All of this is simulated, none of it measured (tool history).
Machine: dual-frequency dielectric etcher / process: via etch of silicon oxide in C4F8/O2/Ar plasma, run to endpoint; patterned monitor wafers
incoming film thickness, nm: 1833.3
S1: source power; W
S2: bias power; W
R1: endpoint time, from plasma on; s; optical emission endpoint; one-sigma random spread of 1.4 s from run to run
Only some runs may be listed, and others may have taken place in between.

run,day,S1,S2,R1
1,0,1800,2622,335.34
2,0.071,1980,2622,323.57
3,0.317,1980,2285,337.81
4,0.629,2050,2390,330.55
# day 0.796: wet clean of the chamber
5,0.796,2050,2031,337.97
6,0.858,1740,2031,359.96

Run 7, settings as shown, results not yet in. Your forecast:
7,0.958,1840,2210,?

{"run 7": {"R1": 346.59}}

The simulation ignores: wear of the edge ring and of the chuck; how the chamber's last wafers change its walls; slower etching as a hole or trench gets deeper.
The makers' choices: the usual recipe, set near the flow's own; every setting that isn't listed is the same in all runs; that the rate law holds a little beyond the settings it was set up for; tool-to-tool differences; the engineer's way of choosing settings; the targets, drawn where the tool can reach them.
